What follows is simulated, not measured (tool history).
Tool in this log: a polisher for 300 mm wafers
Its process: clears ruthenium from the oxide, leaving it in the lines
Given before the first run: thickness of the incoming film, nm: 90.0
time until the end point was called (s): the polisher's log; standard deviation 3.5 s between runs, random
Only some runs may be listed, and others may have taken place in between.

run,day,flow of slurry (ml/min),pressure of the wafer on the pad (kPa),speed of the pad under the wafer (cm/s),overpolish time after the end point (s),time until the end point was called (s)
1,0.000,155,10.3,114,25,81.776
2,0.262,180,10.3,114,25,80.667
3,0.417,180,12.4,114,25,70.589
4,0.446,180,14.5,114,25,59.343
5,0.700,205,14.5,114,25,57.011
6,0.900,205,13.1,114,25,64.240
7,1.167,195,10.3,82,25,103.960
# day 1.229: slurry nozzle cleaned
8,1.229,195,9.7,78,25,114.740
9,1.450,195,9.0,76,25,121.810

What does the tool deliver on the next run?
10,1.658,195,8.3,74,25,?

{"run 10": {"time until the end point was called (s)": 137.19}}
